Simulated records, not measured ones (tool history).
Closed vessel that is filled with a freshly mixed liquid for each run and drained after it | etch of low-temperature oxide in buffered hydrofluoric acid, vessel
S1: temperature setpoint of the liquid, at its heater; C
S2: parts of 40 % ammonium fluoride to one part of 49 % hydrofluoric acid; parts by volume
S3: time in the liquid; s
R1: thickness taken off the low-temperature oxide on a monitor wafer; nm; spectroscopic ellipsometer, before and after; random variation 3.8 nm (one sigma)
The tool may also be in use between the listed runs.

{"run": 1, "hour": 0.0, "S1": 21, "S2": 11, "S3": 90, "R1": 201.77}
{"run": 2, "hour": 6.1, "S1": 21, "S2": 13, "S3": 90, "R1": 168.27}
{"run": 3, "hour": 9.7, "S1": 22.5, "S2": 12, "S3": 90, "R1": 195.46}
{"run": 4, "hour": 12.6, "S1": 24, "S2": 10.5, "S3": 90, "R1": 244.13}
{"run": 5, "hour": 15.4, "S1": 24, "S2": 12, "S3": 90, "R1": 215.25}
{"run": 6, "hour": 22.6, "S1": 21.5, "S2": 12, "S3": 90, "R1": 188.11}
{"run": 7, "hour": 28.5, "S1": 25.5, "S2": 8.5, "S3": 90, "R1": 318.96}

Run 8 comes next. What will it give?
{"run": 8, "hour": 35.5, "S1": 26, "S2": 8, "S3": 90, "R1": "?"}

Run 8 gave R1 348.19 nm.
